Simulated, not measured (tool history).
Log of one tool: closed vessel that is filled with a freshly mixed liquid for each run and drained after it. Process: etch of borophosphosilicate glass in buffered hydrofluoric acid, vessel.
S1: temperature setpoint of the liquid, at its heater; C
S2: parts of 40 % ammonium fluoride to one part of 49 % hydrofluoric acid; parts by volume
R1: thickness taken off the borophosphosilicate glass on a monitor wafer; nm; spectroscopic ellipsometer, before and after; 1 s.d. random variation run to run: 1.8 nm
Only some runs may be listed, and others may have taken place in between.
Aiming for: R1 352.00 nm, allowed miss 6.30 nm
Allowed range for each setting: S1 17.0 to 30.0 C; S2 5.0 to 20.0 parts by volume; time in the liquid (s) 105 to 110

Run 1, hour 0.0: S1 22.0 C, S2 12.0 parts by volume, time in the liquid (s) 105. Result: R1 178.68 nm.
Run 2, hour 5.5: S1 22.0 C, S2 14.5 parts by volume, time in the liquid (s) 105. Result: R1 149.67 nm.
Run 3, hour 13.2: S1 23.5 C, S2 13.5 parts by volume, time in the liquid (s) 105. Result: R1 174.21 nm.
Run 4, hour 16.7: S1 24.5 C, S2 12.5 parts by volume, time in the liquid (s) 105. Result: R1 197.29 nm.
At hour 23.8: thermometer replaced.
Run 5, hour 23.8: S1 27.5 C, S2 12.5 parts by volume, time in the liquid (s) 105. Result: R1 205.80 nm.
Run 6, hour 25.9: S1 30.0 C, S2 12.5 parts by volume, time in the liquid (s) 105. Result: R1 234.59 nm.
Run 7, hour 29.2: S1 30.0 C, S2 11.5 parts by volume, time in the liquid (s) 105. Result: R1 253.49 nm.
Run 8, hour 37.1: S1 30.0 C, S2 11.0 parts by volume, time in the liquid (s) 105. Result: R1 268.02 nm.
Run 9, hour 41.2: S1 30.0 C, S2 10.5 parts by volume, time in the liquid (s) 105. Result: R1 277.08 nm.
Run 10, hour 47.0: S1 30.0 C, S2 10.0 parts by volume, time in the liquid (s) 105. Result: R1 290.43 nm.
Run 11, hour 48.3: S1 30.0 C, S2 9.5 parts by volume, time in the liquid (s) 105. Result: R1 298.59 nm.
Run 12, hour 53.1: S1 30.0 C, S2 9.0 parts by volume, time in the liquid (s) 105. Result: R1 310.84 nm.
Run 13, hour 58.6: S1 30.0 C, S2 9.0 parts by volume, time in the liquid (s) 105. Result: R1 312.67 nm.

Exercise: of the 5 proposed moves below, exactly one satisfies all targets within the stated allowed misses. Which move is it?
Run A, hour 64.1: S1 30.0 C, S2 8.0 parts by volume, time in the liquid (s) 105. Result: R1 ?.
Run B, hour 64.1: S1 27.0 C, S2 7.0 parts by volume, time in the liquid (s) 110. Result: R1 ?.
Run C, hour 64.1: S1 29.5 C, S2 8.0 parts by volume, time in the liquid (s) 110. Result: R1 ?.
Run D, hour 64.1: S1 28.5 C, S2 7.5 parts by volume, time in the liquid (s) 110. Result: R1 ?.
Run E, hour 64.1: S1 28.0 C, S2 9.0 parts by volume, time in the liquid (s) 105. Result: R1 ?.

move      R1
   A  355.81
   B  368.62
   C  363.20
   D  369.90
   E  281.82
A: every result lands within tolerance
B: the result that was furthest off in the last run now lies on the other side of its target
C: the result that was furthest off in the last run now lies on the other side of its target
D: the result that was furthest off in the last run now lies on the other side of its target
E: moves away from the targets compared with the last run
The move that meets every target is A.
